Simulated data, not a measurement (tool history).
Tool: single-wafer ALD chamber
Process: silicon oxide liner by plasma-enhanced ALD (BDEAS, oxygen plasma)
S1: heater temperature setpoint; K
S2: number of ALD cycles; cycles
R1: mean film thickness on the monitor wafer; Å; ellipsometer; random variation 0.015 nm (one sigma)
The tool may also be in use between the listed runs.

run	hour	S1	S2	R1
1	0.0	588.15	59	46.324
2	1.3	588.15	57	44.555
3	5.9	584.15	57	45.051
4	8.1	589.15	57	44.588
5	9.5	590.15	55	42.883
# hour 16.0: thermocouple changed; heater temperature recalibrated
6	16.0	580.15	55	43.617
7	23.9	581.15	53	42.385

Forecast run 8:
8	26.3	582.15	51	?

{"run 8": {"R1": 40.292}}

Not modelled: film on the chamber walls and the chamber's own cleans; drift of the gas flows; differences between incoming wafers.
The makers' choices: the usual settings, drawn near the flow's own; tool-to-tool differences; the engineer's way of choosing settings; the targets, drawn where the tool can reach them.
